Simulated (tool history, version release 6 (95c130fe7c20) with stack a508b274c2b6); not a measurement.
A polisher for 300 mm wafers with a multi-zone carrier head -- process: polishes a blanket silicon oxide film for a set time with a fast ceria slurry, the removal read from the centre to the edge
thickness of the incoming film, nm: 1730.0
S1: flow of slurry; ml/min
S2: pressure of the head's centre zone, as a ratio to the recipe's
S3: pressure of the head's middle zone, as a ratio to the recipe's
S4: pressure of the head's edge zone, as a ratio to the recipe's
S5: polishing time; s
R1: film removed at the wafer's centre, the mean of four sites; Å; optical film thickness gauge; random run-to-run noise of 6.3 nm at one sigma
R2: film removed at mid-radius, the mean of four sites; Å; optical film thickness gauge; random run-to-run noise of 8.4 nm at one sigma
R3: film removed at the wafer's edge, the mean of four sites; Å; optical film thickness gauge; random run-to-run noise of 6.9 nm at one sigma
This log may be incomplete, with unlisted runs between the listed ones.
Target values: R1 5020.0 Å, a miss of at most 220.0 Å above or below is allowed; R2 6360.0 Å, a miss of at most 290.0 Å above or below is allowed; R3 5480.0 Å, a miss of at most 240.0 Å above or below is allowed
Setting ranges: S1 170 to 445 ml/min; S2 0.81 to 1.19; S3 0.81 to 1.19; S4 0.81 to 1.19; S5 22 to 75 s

run,hour,S1,S2,S3,S4,S5,R1,R2,R3
1,0.0,285,1.00,1.00,1.00,48,4885.6,5193.4,5082.3
2,8.4,285,1.00,1.00,1.00,56,5762.7,5960.1,6070.0
3,17.3,285,0.97,1.04,0.97,55,5479.2,6089.9,5762.2
4,20.8,285,0.97,0.96,0.97,55,5600.3,5702.2,5777.9
5,24.5,285,0.97,0.96,0.97,48,4867.2,4999.7,5108.0
6,28.6,285,1.02,0.96,0.97,48,5133.7,4923.9,5159.4
7,32.5,290,1.00,1.01,0.98,50,5252.8,5340.7,5330.3
8,38.5,280,0.98,1.05,0.99,51,5168.8,5690.7,5485.4
9,46.0,285,0.96,1.09,0.98,51,5110.5,5845.9,5339.7
10,51.0,285,0.95,1.11,0.99,51,4946.3,5800.6,5350.1

Exercise: of the 5 proposed moves below, exactly one satisfies all targets within the stated allowed misses. Which move is it?
A,56.0,280,1.02,1.11,1.02,46,?,?,?
B,56.0,315,1.03,1.00,1.06,47,?,?,?
C,56.0,335,0.99,1.07,0.88,50,?,?,?
D,56.0,320,1.00,1.08,0.92,49,?,?,?
E,56.0,185,0.95,1.19,0.99,54,?,?,?

move,R1,R2,R3
A,4820.8,5482.5,4985.8
B,5029.9,5185.0,5241.8
C,5173.8,5871.7,5120.3
D,5100.5,5776.8,5105.5
E,5001.9,6519.5,5563.7
A: the biggest miss grows against the last run
B: the biggest miss grows against the last run
C: an improvement on the last run, though not all results are within tolerance
D: as far off as the last run
E: hits every target within its allowed miss
The right move is E.
